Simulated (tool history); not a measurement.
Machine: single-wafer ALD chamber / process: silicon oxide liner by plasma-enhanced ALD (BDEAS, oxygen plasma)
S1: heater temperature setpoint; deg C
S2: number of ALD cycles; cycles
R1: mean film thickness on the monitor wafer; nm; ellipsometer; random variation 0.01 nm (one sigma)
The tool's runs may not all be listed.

run,day,S1,S2,R1
1,0,325,50,4.238
2,0.358,325,48,4.085
3,0.562,325,54,4.5989
4,0.783,326,50,4.2439
5,0.975,326,53,4.523
6,1.208,326,49,4.1582
7,1.283,326,47,4.0197

Forecast run 8:
8,1.596,327,40,?

{"run 8": {"R1": 3.3999}}
